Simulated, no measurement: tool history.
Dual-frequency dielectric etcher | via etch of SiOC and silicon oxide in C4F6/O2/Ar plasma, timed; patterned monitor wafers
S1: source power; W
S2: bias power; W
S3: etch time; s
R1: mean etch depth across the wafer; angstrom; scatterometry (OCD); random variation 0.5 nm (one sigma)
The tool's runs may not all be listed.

run 1 hour=0.0 | S1=370 S2=153 S3=78.0 | R1=831.80
run 2 hour=4.5 | S1=380 S2=154 S3=78.0 | R1=835.64
run 3 hour=12.5 | S1=410 S2=154 S3=78.0 | R1=863.33
run 4 hour=16.6 | S1=420 S2=155 S3=78.0 | R1=884.20
run 5 hour=24.5 | S1=480 S2=155 S3=78.0 | R1=943.51
run 6 hour=32.5 | S1=510 S2=155 S3=78.0 | R1=962.84

Forecast run 7:
run 7 hour=33.6 | S1=500 S2=154 S3=78.0 | R1=?

R1: 961.46 angstrom

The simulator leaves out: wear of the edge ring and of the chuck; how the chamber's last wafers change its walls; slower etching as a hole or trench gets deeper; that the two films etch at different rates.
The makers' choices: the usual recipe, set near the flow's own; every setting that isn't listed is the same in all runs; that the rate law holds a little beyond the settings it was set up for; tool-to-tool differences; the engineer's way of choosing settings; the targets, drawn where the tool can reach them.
